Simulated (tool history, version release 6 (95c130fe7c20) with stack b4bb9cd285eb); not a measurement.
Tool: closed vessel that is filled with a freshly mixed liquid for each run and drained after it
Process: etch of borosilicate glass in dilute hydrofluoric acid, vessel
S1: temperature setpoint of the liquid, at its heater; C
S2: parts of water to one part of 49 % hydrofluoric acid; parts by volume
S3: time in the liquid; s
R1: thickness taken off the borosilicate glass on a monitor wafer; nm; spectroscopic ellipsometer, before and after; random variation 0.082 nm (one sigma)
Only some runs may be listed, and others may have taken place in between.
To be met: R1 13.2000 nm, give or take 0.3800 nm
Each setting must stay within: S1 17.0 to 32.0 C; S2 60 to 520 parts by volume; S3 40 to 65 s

{"run": 1, "hour": 0.0, "S1": 24.0, "S2": 290, "S3": 65, "R1": 9.1207}
{"run": 2, "hour": 2.8, "S1": 26.0, "S2": 280, "S3": 65, "R1": 10.105}
{"run": 3, "hour": 6.8, "S1": 23.0, "S2": 280, "S3": 65, "R1": 9.1433}
{"run": 4, "hour": 11.0, "S1": 25.0, "S2": 280, "S3": 65, "R1": 9.8044}
{"run": 5, "hour": 18.3, "S1": 25.0, "S2": 280, "S3": 40, "R1": 6.0021}
{"run": 6, "hour": 25.3, "S1": 25.0, "S2": 370, "S3": 40, "R1": 4.1897}
{"run": 7, "hour": 28.7, "S1": 29.0, "S2": 255, "S3": 45, "R1": 8.8771}
{"run": 8, "hour": 34.0, "S1": 29.0, "S2": 235, "S3": 45, "R1": 9.8118}
{"run": 9, "hour": 41.6, "S1": 32.0, "S2": 180, "S3": 45, "R1": 15.149}
{"run": 10, "hour": 46.8, "S1": 30.5, "S2": 185, "S3": 45, "R1": 13.944}
{"run": 11, "hour": 47.4, "S1": 30.0, "S2": 185, "S3": 45, "R1": 13.759}

Pick the move, out of 4, that brings all results within their allowed miss; only one does.
{"run": "A", "hour": 48.0, "S1": 31.5, "S2": 190, "S3": 40, "R1": "?"}
{"run": "B", "hour": 48.0, "S1": 25.5, "S2": 215, "S3": 65, "R1": "?"}
{"run": "C", "hour": 48.0, "S1": 28.0, "S2": 230, "S3": 65, "R1": "?"}
{"run": "D", "hour": 48.0, "S1": 31.5, "S2": 180, "S3": 40, "R1": "?"}

move=A R1=12.2230
move=B R1=13.8040
move=C R1=13.8600
move=D R1=13.0690
A: takes the biggest miss from the last run beyond its target
B: lands further from the targets than the last run did
C: lands further from the targets than the last run did
D: in spec on every target
Go with D: it meets all targets.
